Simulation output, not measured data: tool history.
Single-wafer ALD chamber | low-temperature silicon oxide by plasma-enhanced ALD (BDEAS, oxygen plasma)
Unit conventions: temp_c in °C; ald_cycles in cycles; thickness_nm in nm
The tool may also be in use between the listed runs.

| run | hour | temp_c | ald_cycles | thickness_nm |
|---|---|---|---|---|
| 1 | 0 | 90 | 64 | 9.6148 |
| 2 | 5.2 | 88 | 66 | 9.9979 |
| 3 | 11.7 | 97 | 66 | 9.6391 |
| 4 | 16 | 97 | 60 | 8.7766 |
| 5 | 23.4 | 101 | 60 | 8.6728 |
| 6 | 29 | 94 | 60 | 8.9014 |
| 7 | 31.1 | 91 | 62 | 9.3202 |
| 8 | 32.6 | 88 | 64 | 9.7469 |
| 9 | 36.6 | 85 | 66 | 10.179 |
| 10 | 40.6 | 83 | 67 | 10.394 |

Run 11, settings as shown, results not yet in. Your forecast:
| 11 | 45.7 | 81 | 68 | ? |

Run 11 yielded thickness_nm 10.575 nm.
